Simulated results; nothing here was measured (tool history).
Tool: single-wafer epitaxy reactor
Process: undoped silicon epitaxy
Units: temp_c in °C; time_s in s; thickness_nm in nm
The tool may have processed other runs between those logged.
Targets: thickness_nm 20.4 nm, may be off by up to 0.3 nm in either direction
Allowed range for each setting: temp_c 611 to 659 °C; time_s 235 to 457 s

Run 1, hour 0: temp_c 635 °C, time_s 346 s. Result: thickness_nm 39.807 nm.
Run 2, hour 0.6: temp_c 639 °C, time_s 346 s. Result: thickness_nm 44.386 nm.
Run 3, hour 9.1: temp_c 630 °C, time_s 337 s. Result: thickness_nm 33.84 nm.
Run 4, hour 12.2: temp_c 639 °C, time_s 337 s. Result: thickness_nm 42.808 nm.
Run 5, hour 16.5: temp_c 630 °C, time_s 334 s. Result: thickness_nm 33.69 nm.
Run 6, hour 23.9: temp_c 625 °C, time_s 334 s. Result: thickness_nm 29.569 nm.
Run 7, hour 32.7: temp_c 620 °C, time_s 333 s. Result: thickness_nm 25.902 nm.
Run 8, hour 37.8: temp_c 617 °C, time_s 332 s. Result: thickness_nm 23.776 nm.
Run 9, hour 45.6: temp_c 615 °C, time_s 332 s. Result: thickness_nm 22.555 nm.
Run 10, hour 50.5: temp_c 611 °C, time_s 329 s. Result: thickness_nm 20.147 nm.

Next run, 4 choices. One meets every target within its allowed miss, the rest don't. Which?
Run A, hour 55.4: temp_c 614 °C, time_s 294 s. Result: thickness_nm ?.
Run B, hour 55.4: temp_c 614 °C, time_s 298 s. Result: thickness_nm ?.
Run C, hour 55.4: temp_c 611 °C, time_s 333 s. Result: thickness_nm ?.
Run D, hour 55.4: temp_c 612 °C, time_s 313 s. Result: thickness_nm ?.

move  thickness_nm
   A        19.441
   B        19.705
   C        20.295
   D        19.603
A: lands further from the targets than the last run did
B: lands further from the targets than the last run did
C: every result lands within tolerance
D: lands further from the targets than the last run did
Correct choice: C, which meets every target
